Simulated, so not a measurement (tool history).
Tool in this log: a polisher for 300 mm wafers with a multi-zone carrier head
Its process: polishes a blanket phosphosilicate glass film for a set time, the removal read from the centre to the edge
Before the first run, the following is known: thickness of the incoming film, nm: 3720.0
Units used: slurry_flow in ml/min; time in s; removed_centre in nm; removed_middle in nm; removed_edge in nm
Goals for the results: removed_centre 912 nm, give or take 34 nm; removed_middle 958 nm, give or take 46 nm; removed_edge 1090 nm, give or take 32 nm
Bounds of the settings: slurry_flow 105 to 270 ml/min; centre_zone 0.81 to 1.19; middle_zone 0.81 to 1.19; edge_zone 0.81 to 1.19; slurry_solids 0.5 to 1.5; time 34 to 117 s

run,hour,slurry_flow,centre_zone,middle_zone,edge_zone,slurry_solids,time,removed_centre,removed_middle,removed_edge
1,0,175,1,1,1,1,75,843.52,811.64,817.18
2,3.6,180,0.99,1,1.02,1.05,75,847.02,863.09,851.36
3,5.8,180,0.99,1,1.02,1.05,62,713.28,682.17,703.05
4,10.2,180,0.98,0.99,1.04,1.1,63,721.03,745.25,731.36
5,11.4,170,0.98,0.97,1.06,1.1,66,758.86,742.82,777.41
6,13.3,170,0.98,1.01,1.06,1.1,66,757.28,755.79,773.32
7,21.9,165,0.97,0.99,1.08,1.15,67,785.62,787.94,810.9
8,24.5,160,0.96,0.97,1.09,1.2,68,795.91,786.31,847.34
9,28.5,165,0.95,0.96,1.1,1.25,68,792.8,811.72,874.2
10,34.4,170,0.95,0.95,1.11,1.3,68,807.25,809.02,876.94
11,41.1,170,0.94,0.95,1.12,1.3,69,826.49,816.82,903.61
12,46.7,170,0.93,0.95,1.12,1.3,70,835.89,850.07,918.09

Pick the move, out of 4, that brings all results within their allowed miss; only one does.
A,52.3,180,0.93,1.01,1.1,1.4,76,?,?,?
B,52.3,235,1.02,1.19,0.97,1.1,60,?,?,?
C,52.3,250,0.98,1.15,0.94,1.3,67,?,?,?
D,52.3,140,0.87,0.92,1.12,1.4,82,?,?,?

move,removed_centre,removed_middle,removed_edge
A,930.04,982.67,1040.1
B,744.03,816.53,703.41
C,868.11,963.8,840.8
D,911.46,959.18,1113.3
A: better than the last run, though not everything is in spec
B: lands further from the targets than the last run did
C: lands further from the targets than the last run did
D: meets every target
The right move is D.
